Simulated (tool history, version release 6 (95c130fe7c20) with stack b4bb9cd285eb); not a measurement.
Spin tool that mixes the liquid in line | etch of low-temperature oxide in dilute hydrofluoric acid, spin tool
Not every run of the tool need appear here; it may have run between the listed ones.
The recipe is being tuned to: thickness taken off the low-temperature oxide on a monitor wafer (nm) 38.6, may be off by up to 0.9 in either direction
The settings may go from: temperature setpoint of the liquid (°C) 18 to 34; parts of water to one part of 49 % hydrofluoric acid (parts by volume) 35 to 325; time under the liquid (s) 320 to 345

run	hour	temperature setpoint of the liquid (°C)	parts of water to one part of 49 % hydrofluoric acid (parts by volume)	time under the liquid (s)	thickness taken off the low-temperature oxide on a monitor wafer (nm)
1	0	26	180	320	44.38
2	1.1	26	180	345	48.492
3	3.3	24.5	180	345	45.686
4	6.1	24.5	115	345	76.823
5	10.8	26.5	115	345	83.365
6	17.1	24	130	345	65.559
7	23.3	22.5	140	345	57.188
8	24.5	21	150	345	49.853
9	29.4	20	155	345	45.605
10	33.6	19.5	160	345	42.715
11	34.1	19	160	345	42.301
12	42.9	18.5	160	345	41.399

Pick the move, out of 5, that brings all results within their allowed miss; only one does.
A	51.7	20.5	170	320	?
B	51.7	18	160	345	?
C	51.7	22.5	190	320	?
D	51.7	18	165	325	?
E	51.7	18	140	335	?

move	thickness taken off the low-temperature oxide on a monitor wafer (nm)
A	39.068
B	40.998
C	36.886
D	37.254
E	46.478
A: every result within its allowed miss
B: better than the last run, though not everything is in spec
C: moves the result that the last run missed by most past its target, out the other side
D: moves the result that the last run missed by most past its target, out the other side
E: lands further from the targets than the last run did
Move A is the one to make.
